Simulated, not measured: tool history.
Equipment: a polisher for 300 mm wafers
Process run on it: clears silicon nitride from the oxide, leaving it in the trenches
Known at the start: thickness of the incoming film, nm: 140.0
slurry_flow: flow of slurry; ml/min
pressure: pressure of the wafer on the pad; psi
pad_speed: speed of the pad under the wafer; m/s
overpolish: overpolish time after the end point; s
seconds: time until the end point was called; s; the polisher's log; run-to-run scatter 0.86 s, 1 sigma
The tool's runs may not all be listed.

run  hour  slurry_flow  pressure  pad_speed  overpolish  seconds
  1     0          225       3.5       1.16           4   103.83
  2   0.9          205       3.5       1.16           4   104.45
  3   2.3          205       3.8       1.16           4   94.101
  4  10.3          205       3.8       1.16           4   95.483
  5  14.1          205       3.4       1.16           4   107.42
  6  17.2          205       3.8       1.16           4   93.549
  7  23.7          205       3.8       1.16           4   92.753

Run 8 has not been measured yet. What should we expect?
  8  29.5          205         4       1.16           4        ?

Run 8 yielded seconds 90.023 s.
